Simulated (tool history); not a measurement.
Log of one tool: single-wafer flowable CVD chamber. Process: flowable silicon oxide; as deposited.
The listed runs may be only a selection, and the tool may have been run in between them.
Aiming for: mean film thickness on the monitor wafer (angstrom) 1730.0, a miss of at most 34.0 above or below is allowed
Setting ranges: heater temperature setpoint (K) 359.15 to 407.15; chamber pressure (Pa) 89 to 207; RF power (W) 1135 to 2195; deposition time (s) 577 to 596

run	day	heater temperature setpoint (K)	chamber pressure (Pa)	RF power (W)	deposition time (s)	mean film thickness on the monitor wafer (angstrom)
1	0.000	383.15	148	1665	577	3321.6
2	0.112	388.15	148	1665	577	2784.5
3	0.329	388.15	148	1530	577	2761.0
4	0.567	392.15	148	1530	577	2408.7
5	0.733	392.15	161	1530	577	2587.4
6	0.904	383.15	161	1530	577	3597.6
7	1.154	383.15	161	1530	577	3568.2
8	1.504	388.15	161	1530	577	3006.6
9	1.888	388.15	161	1530	577	2981.9
10	2.042	392.15	161	1530	577	2600.1
11	2.154	395.15	161	1530	577	2398.8
12	2.379	398.15	161	1530	577	2166.6
13	2.708	400.15	161	1530	577	2041.8

Consider the 5 candidate settings below. Which is the only one whose results all fall within their allowed miss of target?
A	3.038	396.15	160	1515	587	?
B	3.038	406.15	149	1570	577	?
C	3.038	397.15	127	1445	577	?
D	3.038	404.15	157	1445	585	?
E	3.038	403.15	159	1455	577	?

move	mean film thickness on the monitor wafer (angstrom)
A	2309.8
B	1628.8
C	1727.2
D	1793.5
E	1831.6
A: lands further from the targets than the last run did
B: carries the result that was furthest off beyond its target, to the other side
C: all results land within tolerance of their targets
D: moves toward the targets from the last run without getting all of them in spec
E: moves toward the targets from the last run without getting all of them in spec
So the answer is move C, the one that meets all the targets.
